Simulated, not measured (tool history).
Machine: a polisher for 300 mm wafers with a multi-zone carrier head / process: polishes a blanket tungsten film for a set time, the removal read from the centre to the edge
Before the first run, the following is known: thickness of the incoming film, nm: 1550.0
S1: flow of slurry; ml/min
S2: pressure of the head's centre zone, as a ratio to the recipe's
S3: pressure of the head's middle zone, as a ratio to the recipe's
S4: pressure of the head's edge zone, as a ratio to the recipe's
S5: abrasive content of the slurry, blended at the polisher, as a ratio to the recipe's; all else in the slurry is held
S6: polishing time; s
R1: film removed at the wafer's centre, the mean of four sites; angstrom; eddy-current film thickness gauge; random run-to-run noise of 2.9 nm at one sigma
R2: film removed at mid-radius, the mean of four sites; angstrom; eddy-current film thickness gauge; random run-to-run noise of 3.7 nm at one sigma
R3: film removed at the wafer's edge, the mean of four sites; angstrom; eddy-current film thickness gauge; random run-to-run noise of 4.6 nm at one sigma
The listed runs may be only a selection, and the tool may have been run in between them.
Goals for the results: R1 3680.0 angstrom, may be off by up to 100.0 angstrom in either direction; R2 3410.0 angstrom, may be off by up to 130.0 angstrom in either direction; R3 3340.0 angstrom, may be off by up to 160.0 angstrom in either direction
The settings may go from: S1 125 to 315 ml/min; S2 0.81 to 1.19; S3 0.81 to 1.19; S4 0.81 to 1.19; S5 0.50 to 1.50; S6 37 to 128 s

run,hour,S1,S2,S3,S4,S5,S6,R1,R2,R3
1,0.0,205,1.00,1.00,1.00,1.00,82,3260.6,3195.7,3064.8
2,3.9,205,0.97,1.00,1.00,1.00,82,3170.4,3259.2,3100.9
3,10.9,220,0.99,1.00,1.02,1.05,82,3347.7,3341.9,3235.8
4,18.7,220,0.99,0.94,1.02,1.05,82,3281.2,3118.5,3183.7
5,22.0,220,1.04,0.94,1.02,1.05,82,3481.2,3168.4,3139.9
6,26.3,230,1.04,0.95,1.03,1.05,82,3521.3,3227.8,3175.4
7,32.0,230,1.04,0.95,1.03,1.05,82,3544.5,3230.7,3140.2
8,40.8,230,1.04,0.95,1.03,1.05,82,3458.8,3142.5,3165.5
9,46.3,235,1.05,0.97,1.04,1.05,82,3566.3,3290.4,3198.0
# hour 50.1: edge zone pressure recalibrated
10,50.1,240,1.05,0.97,1.05,1.05,82,3552.4,3305.2,3431.8

Which single option among these 5 for the next run brings every result within its allowed miss of target? Just one does.
A,53.9,215,1.05,1.03,1.08,0.95,81,?,?,?
B,53.9,275,1.00,1.00,1.04,1.30,82,?,?,?
C,53.9,300,1.04,0.89,1.13,1.15,79,?,?,?
D,53.9,240,1.03,0.94,1.10,0.95,84,?,?,?
E,53.9,210,1.05,0.98,0.97,1.05,86,?,?,?

move,R1,R2,R3
A,3333.5,3199.9,3291.7
B,3688.1,3633.8,3719.5
C,3578.9,3129.0,3613.4
D,3437.8,3156.1,3482.2
E,3654.3,3391.3,3430.6
A: the biggest miss grows against the last run
B: gets the furthest-off result to its target, but another result is out of tolerance
C: the biggest miss grows against the last run
D: the biggest miss grows against the last run
E: in spec on every target
Correct choice: E, which meets every target
